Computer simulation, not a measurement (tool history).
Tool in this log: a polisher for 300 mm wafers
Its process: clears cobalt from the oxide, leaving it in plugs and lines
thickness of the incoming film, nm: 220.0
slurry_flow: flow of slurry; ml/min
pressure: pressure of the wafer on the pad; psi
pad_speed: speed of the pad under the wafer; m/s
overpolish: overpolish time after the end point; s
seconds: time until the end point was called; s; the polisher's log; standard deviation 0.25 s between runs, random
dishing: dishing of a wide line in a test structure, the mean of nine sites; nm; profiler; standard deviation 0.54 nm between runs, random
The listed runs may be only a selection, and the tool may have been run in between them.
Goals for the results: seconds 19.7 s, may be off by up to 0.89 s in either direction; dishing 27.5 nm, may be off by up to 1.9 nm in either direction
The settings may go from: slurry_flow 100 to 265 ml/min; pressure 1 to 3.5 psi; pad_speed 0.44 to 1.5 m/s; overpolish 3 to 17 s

{"run": 1, "hour": 0.0, "slurry_flow": 170, "pressure": 2.2, "pad_speed": 0.96, "overpolish": 9, "seconds": 36.363, "dishing": 30.954}
{"run": 2, "hour": 1.6, "slurry_flow": 170, "pressure": 1.9, "pad_speed": 0.96, "overpolish": 9, "seconds": 42.317, "dishing": 28.756}
{"run": 3, "hour": 7.7, "slurry_flow": 170, "pressure": 1.9, "pad_speed": 0.72, "overpolish": 9, "seconds": 55.467, "dishing": 23.759}
{"run": 4, "hour": 12.7, "slurry_flow": 200, "pressure": 1.9, "pad_speed": 0.72, "overpolish": 9, "seconds": 54.714, "dishing": 23.853}
{"run": 5, "hour": 18.8, "slurry_flow": 200, "pressure": 2.2, "pad_speed": 0.72, "overpolish": 9, "seconds": 46.647, "dishing": 26.953}
{"run": 6, "hour": 26.5, "slurry_flow": 200, "pressure": 2.2, "pad_speed": 0.58, "overpolish": 9, "seconds": 57.947, "dishing": 22.699}
{"run": 7, "hour": 28.4, "slurry_flow": 195, "pressure": 2.3, "pad_speed": 0.62, "overpolish": 8, "seconds": 51.901, "dishing": 22.93}
{"run": 8, "hour": 33.4, "slurry_flow": 190, "pressure": 2.4, "pad_speed": 0.66, "overpolish": 7, "seconds": 46.944, "dishing": 22.55}
{"run": 9, "hour": 34.8, "slurry_flow": 185, "pressure": 2.5, "pad_speed": 0.68, "overpolish": 7, "seconds": 43.85, "dishing": 23.612}
{"run": 10, "hour": 37.0, "slurry_flow": 180, "pressure": 2.6, "pad_speed": 0.7, "overpolish": 7, "seconds": 41.438, "dishing": 23.945}
{"run": 11, "hour": 41.1, "slurry_flow": 200, "pressure": 3.2, "pad_speed": 0.98, "overpolish": 3, "seconds": 23.807, "dishing": 18.975}

Which one of the following 5 next-run settings gets every result inside its allowed miss? There is exactly one.
{"run": "A", "hour": 45.2, "slurry_flow": 160, "pressure": 3.2, "pad_speed": 0.96, "overpolish": 8, "seconds": "?", "dishing": "?"}
{"run": "B", "hour": 45.2, "slurry_flow": 220, "pressure": 3.3, "pad_speed": 0.74, "overpolish": 6, "seconds": "?", "dishing": "?"}
{"run": "C", "hour": 45.2, "slurry_flow": 170, "pressure": 3, "pad_speed": 1.34, "overpolish": 4, "seconds": "?", "dishing": "?"}
{"run": "D", "hour": 45.2, "slurry_flow": 195, "pressure": 2.9, "pad_speed": 0.9, "overpolish": 7, "seconds": "?", "dishing": "?"}
{"run": "E", "hour": 45.2, "slurry_flow": 190, "pressure": 3.5, "pad_speed": 1.22, "overpolish": 4, "seconds": "?", "dishing": "?"}

move=A seconds=26.003 dishing=36.061
move=B seconds=31.06 dishing=27.393
move=C seconds=19.83 dishing=28.14
move=D seconds=29.625 dishing=31.133
move=E seconds=18.396 dishing=29.523
A: moves away from the targets compared with the last run
B: moves away from the targets compared with the last run
C: hits every target within its allowed miss
D: moves away from the targets compared with the last run
E: moves the result that the last run missed by most past its target, out the other side
Move C is the one to make.

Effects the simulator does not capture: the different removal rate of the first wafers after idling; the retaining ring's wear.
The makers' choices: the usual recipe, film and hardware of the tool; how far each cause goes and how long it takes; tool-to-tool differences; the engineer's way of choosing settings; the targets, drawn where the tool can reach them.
